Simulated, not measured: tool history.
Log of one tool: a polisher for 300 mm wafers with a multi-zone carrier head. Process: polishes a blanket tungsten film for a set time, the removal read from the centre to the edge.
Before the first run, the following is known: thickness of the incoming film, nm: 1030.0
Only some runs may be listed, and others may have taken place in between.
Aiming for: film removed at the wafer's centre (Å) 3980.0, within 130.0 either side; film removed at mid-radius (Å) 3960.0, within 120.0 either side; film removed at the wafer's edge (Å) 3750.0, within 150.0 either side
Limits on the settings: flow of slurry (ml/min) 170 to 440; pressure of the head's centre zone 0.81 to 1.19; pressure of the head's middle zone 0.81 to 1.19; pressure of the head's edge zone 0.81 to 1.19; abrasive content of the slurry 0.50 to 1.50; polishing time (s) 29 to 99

run,hour,flow of slurry (ml/min),pressure of the head's centre zone,pressure of the head's middle zone,pressure of the head's edge zone,abrasive content of the slurry,polishing time (s),film removed at the wafer's centre (Å),film removed at mid-radius (Å),film removed at the wafer's edge (Å)
1,0.0,280,1.00,1.00,1.00,1.00,64,3011.6,3041.7,2950.3
2,1.9,285,1.03,1.03,1.04,1.15,65,3262.8,3252.8,3190.3
3,10.0,295,1.06,1.07,1.07,1.25,65,3386.7,3391.6,3297.9
4,13.0,295,0.97,1.07,1.07,1.25,65,3165.1,3455.4,3403.6
5,21.6,305,1.02,1.09,1.08,1.35,66,3455.3,3582.3,3467.1
6,22.9,305,1.02,1.01,1.08,1.35,66,3381.0,3386.2,3388.6
7,24.7,310,1.05,1.05,1.09,1.40,67,3592.7,3543.9,3567.5
8,30.4,320,1.07,1.08,1.09,1.45,67,3632.5,3678.4,3501.5
9,38.9,320,1.09,1.09,1.10,1.45,68,3778.8,3778.5,3645.3
10,43.9,325,1.10,1.10,1.11,1.45,68,3774.8,3898.6,3624.4

Consider the 4 candidate settings below. Which is the only one whose results all fall within their allowed miss of target?
A,48.9,370,1.07,1.15,1.19,1.40,67,?,?,?
B,48.9,320,1.04,1.15,1.19,1.45,70,?,?,?
C,48.9,360,1.19,1.09,0.95,1.40,69,?,?,?
D,48.9,335,1.11,1.11,1.10,1.25,73,?,?,?

move,film removed at the wafer's centre (Å),film removed at mid-radius (Å),film removed at the wafer's edge (Å)
A,3661.7,3937.0,3818.3
B,3736.4,4110.4,3994.6
C,4086.7,3865.2,3513.4
D,3967.1,4025.6,3872.9
A: further off than the last run
B: further off than the last run
C: puts the biggest miss on target and leaves a different result outside tolerance
D: all results land within tolerance of their targets
Answer: D

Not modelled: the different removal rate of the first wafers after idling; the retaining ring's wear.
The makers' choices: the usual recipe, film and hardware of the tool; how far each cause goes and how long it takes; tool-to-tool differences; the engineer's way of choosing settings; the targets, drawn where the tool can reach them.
